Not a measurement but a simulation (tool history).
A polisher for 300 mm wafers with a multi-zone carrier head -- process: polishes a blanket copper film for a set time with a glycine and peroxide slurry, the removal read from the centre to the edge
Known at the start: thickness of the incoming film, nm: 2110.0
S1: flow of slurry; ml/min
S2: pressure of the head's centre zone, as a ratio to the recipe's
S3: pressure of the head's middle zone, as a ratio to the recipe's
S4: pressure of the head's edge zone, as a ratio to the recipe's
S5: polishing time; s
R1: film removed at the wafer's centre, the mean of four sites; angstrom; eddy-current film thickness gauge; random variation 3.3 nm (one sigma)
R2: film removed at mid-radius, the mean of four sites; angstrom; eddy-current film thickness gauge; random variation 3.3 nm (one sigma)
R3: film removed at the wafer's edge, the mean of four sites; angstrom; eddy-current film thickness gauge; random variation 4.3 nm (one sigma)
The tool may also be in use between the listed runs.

run,hour,S1,S2,S3,S4,S5,R1,R2,R3
1,0.0,190,1.00,1.00,1.00,48,2150.5,2131.7,2280.5
2,0.9,210,1.06,1.00,1.01,52,2568.4,2455.9,2536.1
3,5.5,225,1.10,0.97,1.03,54,2790.7,2473.7,2680.4
4,6.7,235,1.13,0.96,1.03,56,2997.2,2637.8,2739.7
5,10.2,240,1.15,0.94,1.04,58,3199.9,2611.9,2836.8
6,14.5,215,1.15,0.94,1.04,58,3129.8,2570.5,2836.4
7,21.4,215,1.15,0.94,1.04,58,3120.8,2564.5,2842.9

Run 8 is up next; what results do you expect?
8,23.8,225,1.16,0.94,1.05,59,?,?,?

{"run 8": {"R1": 3202.9, "R2": 2687.8, "R3": 2922.1}}
